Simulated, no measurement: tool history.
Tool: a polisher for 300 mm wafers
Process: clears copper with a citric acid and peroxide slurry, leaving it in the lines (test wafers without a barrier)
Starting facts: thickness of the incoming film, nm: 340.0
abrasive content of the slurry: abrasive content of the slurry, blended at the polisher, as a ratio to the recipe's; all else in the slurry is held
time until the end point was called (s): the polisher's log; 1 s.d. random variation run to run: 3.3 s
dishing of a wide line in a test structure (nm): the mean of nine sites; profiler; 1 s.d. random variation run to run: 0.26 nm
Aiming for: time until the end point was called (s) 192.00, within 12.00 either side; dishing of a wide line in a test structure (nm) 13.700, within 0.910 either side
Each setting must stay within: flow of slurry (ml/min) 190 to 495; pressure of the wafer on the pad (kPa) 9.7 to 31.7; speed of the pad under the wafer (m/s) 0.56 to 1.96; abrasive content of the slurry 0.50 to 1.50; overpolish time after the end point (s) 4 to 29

| run | day | flow of slurry (ml/min) | pressure of the wafer on the pad (kPa) | speed of the pad under the wafer (m/s) | abrasive content of the slurry | overpolish time after the end point (s) | time until the end point was called (s) | dishing of a wide line in a test structure (nm) |
|---|---|---|---|---|---|---|---|---|
| 1 | 0.000 | 320 | 20.7 | 1.26 | 1.00 | 15 | 126.51 | 35.248 |
| 2 | 0.138 | 265 | 20.7 | 1.26 | 1.00 | 15 | 122.15 | 34.291 |
| 3 | 0.192 | 265 | 17.9 | 1.26 | 1.00 | 15 | 141.52 | 30.875 |
| 4 | 0.362 | 260 | 17.2 | 1.20 | 1.00 | 12 | 154.21 | 23.852 |
| 5 | 0.625 | 205 | 17.2 | 1.20 | 1.00 | 12 | 158.85 | 23.457 |
| 6 | 0.796 | 240 | 17.2 | 1.20 | 1.00 | 12 | 153.44 | 23.085 |
| 7 | 1.133 | 240 | 15.9 | 1.20 | 1.00 | 11 | 167.94 | 20.605 |
| 8 | 1.404 | 240 | 15.2 | 1.20 | 1.00 | 10 | 172.79 | 18.305 |
| 9 | 1.579 | 240 | 14.5 | 1.20 | 1.00 | 9 | 183.53 | 15.915 |

Of the 5 settings listed for the next run, only one would bring every result within its allowed miss of target. Which one?
| A | 1.754 | 195 | 12.4 | 1.36 | 0.75 | 13 | ? | ? |
| B | 1.754 | 265 | 11.0 | 1.26 | 0.90 | 8 | ? | ? |
| C | 1.754 | 250 | 13.1 | 1.24 | 1.00 | 10 | ? | ? |
| D | 1.754 | 245 | 13.1 | 1.22 | 1.15 | 8 | ? | ? |
| E | 1.754 | 265 | 12.4 | 1.10 | 1.20 | 9 | ? | ? |

| move | time until the end point was called (s) | dishing of a wide line in a test structure (nm) |
|---|---|---|
| A | 203.26 | 20.084 |
| B | 229.92 | 11.531 |
| C | 194.25 | 16.579 |
| D | 191.22 | 13.721 |
| E | 218.94 | 13.490 |
A: misses by more than the last run did
B: carries the result that was furthest off beyond its target, to the other side
C: misses by more than the last run did
D: each result inside its tolerance
E: corrects the largest miss of the last run, while another result sits out of spec
So the answer is move D, the one that meets all the targets.

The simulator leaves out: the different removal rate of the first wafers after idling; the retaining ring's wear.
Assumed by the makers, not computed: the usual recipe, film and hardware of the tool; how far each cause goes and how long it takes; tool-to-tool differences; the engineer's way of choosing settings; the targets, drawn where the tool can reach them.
